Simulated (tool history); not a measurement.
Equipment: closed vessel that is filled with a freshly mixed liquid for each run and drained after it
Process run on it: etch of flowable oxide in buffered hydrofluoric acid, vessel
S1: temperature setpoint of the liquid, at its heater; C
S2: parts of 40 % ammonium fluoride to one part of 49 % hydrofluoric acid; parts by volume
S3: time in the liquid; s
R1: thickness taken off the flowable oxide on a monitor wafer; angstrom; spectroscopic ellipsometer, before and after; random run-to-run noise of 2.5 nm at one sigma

| run | hour | S1 | S2 | S3 | R1 |
|---|---|---|---|---|---|
| 1 | 0 | 21 | 7.5 | 85 | 4874 |
| 2 | 7.7 | 21 | 9 | 85 | 3860.2 |
| 3 | 16.5 | 19.5 | 9 | 85 | 3623.5 |
| 4 | 21 | 19 | 9.5 | 85 | 3451.6 |
| 5 | 22.3 | 19 | 9.5 | 95 | 3822.3 |
| 6 | 25.6 | 18.5 | 10 | 95 | 3563.9 |
| 7 | 31.9 | 18 | 10.5 | 95 | 3313.8 |

What will run 8 give?
| 8 | 39.1 | 17.5 | 11 | 95 | ? |

For run 8 the tool returned R1 3102.5 angstrom.

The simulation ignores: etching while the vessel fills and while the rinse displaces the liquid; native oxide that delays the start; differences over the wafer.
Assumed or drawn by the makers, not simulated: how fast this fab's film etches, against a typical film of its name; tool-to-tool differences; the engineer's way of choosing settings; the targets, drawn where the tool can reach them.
